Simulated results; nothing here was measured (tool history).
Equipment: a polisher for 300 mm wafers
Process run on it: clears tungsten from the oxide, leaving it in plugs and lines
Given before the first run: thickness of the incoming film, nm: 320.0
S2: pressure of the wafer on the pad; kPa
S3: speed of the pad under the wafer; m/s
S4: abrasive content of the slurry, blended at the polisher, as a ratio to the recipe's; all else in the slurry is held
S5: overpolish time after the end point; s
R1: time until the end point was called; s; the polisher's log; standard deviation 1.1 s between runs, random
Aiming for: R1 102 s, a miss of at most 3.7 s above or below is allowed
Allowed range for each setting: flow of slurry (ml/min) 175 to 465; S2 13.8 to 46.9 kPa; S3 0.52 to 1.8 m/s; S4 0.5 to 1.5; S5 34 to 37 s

Run 1, hour 0: flow of slurry (ml/min) 295, S2 30.3 kPa, S3 1.16 m/s, S4 1, S5 34 s. Result: R1 61.251 s.
Run 2, hour 7.8: flow of slurry (ml/min) 295, S2 30.3 kPa, S3 1.16 m/s, S4 1, S5 34 s. Result: R1 60.966 s.
Run 3, hour 13.7: flow of slurry (ml/min) 295, S2 29 kPa, S3 1.16 m/s, S4 1, S5 34 s. Result: R1 63.47 s.
Run 4, hour 18.4: flow of slurry (ml/min) 295, S2 27.6 kPa, S3 1.16 m/s, S4 1, S5 34 s. Result: R1 67.785 s.
Run 5, hour 22.6: flow of slurry (ml/min) 295, S2 26.2 kPa, S3 1.16 m/s, S4 1, S5 34 s. Result: R1 70.031 s.
Run 6, hour 28.5: flow of slurry (ml/min) 295, S2 24.8 kPa, S3 1.16 m/s, S4 1, S5 34 s. Result: R1 74.138 s.
At hour 33.7: worn pad replaced by a new one.
Run 7, hour 33.7: flow of slurry (ml/min) 295, S2 24.1 kPa, S3 1.16 m/s, S4 1, S5 34 s. Result: R1 67.476 s.
Run 8, hour 38.3: flow of slurry (ml/min) 295, S2 23.4 kPa, S3 1.12 m/s, S4 1, S5 34 s. Result: R1 70.754 s.
Run 9, hour 40.3: flow of slurry (ml/min) 295, S2 22.8 kPa, S3 1.06 m/s, S4 1, S5 34 s. Result: R1 77.438 s.
Run 10, hour 47.2: flow of slurry (ml/min) 295, S2 22.1 kPa, S3 1.04 m/s, S4 1, S5 34 s. Result: R1 81.264 s.
Run 11, hour 53.4: flow of slurry (ml/min) 295, S2 21.4 kPa, S3 1.04 m/s, S4 1, S5 34 s. Result: R1 85.61 s.
Run 12, hour 60.8: flow of slurry (ml/min) 295, S2 21.4 kPa, S3 1.04 m/s, S4 1, S5 34 s. Result: R1 83.931 s.
Run 13, hour 69.5: flow of slurry (ml/min) 295, S2 20.7 kPa, S3 1.04 m/s, S4 1, S5 34 s. Result: R1 86.888 s.
Run 14, hour 72: flow of slurry (ml/min) 295, S2 20 kPa, S3 1.04 m/s, S4 1, S5 34 s. Result: R1 90.326 s.
Run 15, hour 79.1: flow of slurry (ml/min) 295, S2 19.3 kPa, S3 1.04 m/s, S4 1, S5 34 s. Result: R1 92.968 s.

Pick the move, out of 5, that brings all results within their allowed miss; only one does.
Run A, hour 86.2: flow of slurry (ml/min) 315, S2 24.1 kPa, S3 0.7 m/s, S4 0.85, S5 34 s. Result: R1 ?.
Run B, hour 86.2: flow of slurry (ml/min) 450, S2 17.2 kPa, S3 1.04 m/s, S4 1.25, S5 34 s. Result: R1 ?.
Run C, hour 86.2: flow of slurry (ml/min) 250, S2 17.2 kPa, S3 0.98 m/s, S4 1, S5 34 s. Result: R1 ?.
Run D, hour 86.2: flow of slurry (ml/min) 285, S2 17.2 kPa, S3 0.96 m/s, S4 1.05, S5 36 s. Result: R1 ?.
Run E, hour 86.2: flow of slurry (ml/min) 240, S2 14.5 kPa, S3 1.28 m/s, S4 0.95, S5 36 s. Result: R1 ?.

move      R1
   A  109.44
   B  94.783
   C  109.71
   D  109.39
   E  101.95
A: pushes the last run's worst result past its target
B: nearer the targets than the last run, but a result is still out of spec
C: pushes the last run's worst result past its target
D: pushes the last run's worst result past its target
E: all results in spec
The right move is E.

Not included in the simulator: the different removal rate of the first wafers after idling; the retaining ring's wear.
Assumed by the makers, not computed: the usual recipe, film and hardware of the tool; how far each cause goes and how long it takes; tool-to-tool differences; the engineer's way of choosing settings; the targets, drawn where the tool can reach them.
